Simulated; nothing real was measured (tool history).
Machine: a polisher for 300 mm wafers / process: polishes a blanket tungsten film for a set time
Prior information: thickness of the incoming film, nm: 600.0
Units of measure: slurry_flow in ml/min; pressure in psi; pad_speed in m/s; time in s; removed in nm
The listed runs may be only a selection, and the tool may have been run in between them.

| run | hour | slurry_flow | pressure | pad_speed | slurry_solids | time | removed |
|---|---|---|---|---|---|---|---|
| 1 | 0 | 190 | 4.7 | 0.98 | 1 | 45 | 322.1 |
| 2 | 5.2 | 185 | 4.2 | 0.98 | 1 | 45 | 291.82 |
| 3 | 6.7 | 180 | 3.9 | 0.98 | 1 | 45 | 264.36 |
| 4 | 13 | 170 | 3.8 | 0.98 | 1 | 45 | 258.22 |
| 5 | 18.1 | 205 | 3.8 | 0.98 | 1 | 45 | 266.21 |
| 6 | 23.4 | 195 | 3.6 | 0.98 | 1 | 45 | 251.83 |
| 7 | 28.8 | 195 | 3.6 | 0.98 | 1 | 45 | 249.11 |
| 8 | 35.6 | 190 | 3.5 | 0.98 | 1 | 45 | 242.17 |
| 9 | 37.2 | 185 | 3.5 | 0.98 | 1 | 45 | 242.17 |

Run 10 is up next; what results do you expect?
| 10 | 38.4 | 180 | 3.5 | 0.98 | 1 | 45 | ? |

removed: 242.67 nm
